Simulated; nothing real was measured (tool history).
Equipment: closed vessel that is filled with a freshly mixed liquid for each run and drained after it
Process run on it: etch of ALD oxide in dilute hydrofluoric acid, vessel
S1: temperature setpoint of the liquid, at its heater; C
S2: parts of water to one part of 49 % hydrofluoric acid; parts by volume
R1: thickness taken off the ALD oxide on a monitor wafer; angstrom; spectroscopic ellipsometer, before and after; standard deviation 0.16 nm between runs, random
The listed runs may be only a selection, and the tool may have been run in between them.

Run 1, hour 0.0: S1 24.0 C, S2 280 parts by volume, time in the liquid (s) 165. Result: R1 125.110 angstrom.
Run 2, hour 3.0: S1 26.5 C, S2 225 parts by volume, time in the liquid (s) 165. Result: R1 180.840 angstrom.
Run 3, hour 7.5: S1 26.5 C, S2 225 parts by volume, time in the liquid (s) 90. Result: R1 98.180 angstrom.
Run 4, hour 10.3: S1 26.5 C, S2 225 parts by volume, time in the liquid (s) 90. Result: R1 98.532 angstrom.
Run 5, hour 16.5: S1 23.5 C, S2 170 parts by volume, time in the liquid (s) 115. Result: R1 158.200 angstrom.
Run 6, hour 19.4: S1 21.5 C, S2 130 parts by volume, time in the liquid (s) 130. Result: R1 224.720 angstrom.
Run 7, hour 26.0: S1 20.0 C, S2 105 parts by volume, time in the liquid (s) 130. Result: R1 271.060 angstrom.
Run 8, hour 35.1: S1 19.0 C, S2 95 parts by volume, time in the liquid (s) 130. Result: R1 293.200 angstrom.
Run 9, hour 42.0: S1 18.5 C, S2 90 parts by volume, time in the liquid (s) 130. Result: R1 303.070 angstrom.

Run 10 is up next; what results do you expect?
Run 10, hour 49.5: S1 18.0 C, S2 85 parts by volume, time in the liquid (s) 130. Result: R1 ?.

R1: 315.780 angstrom
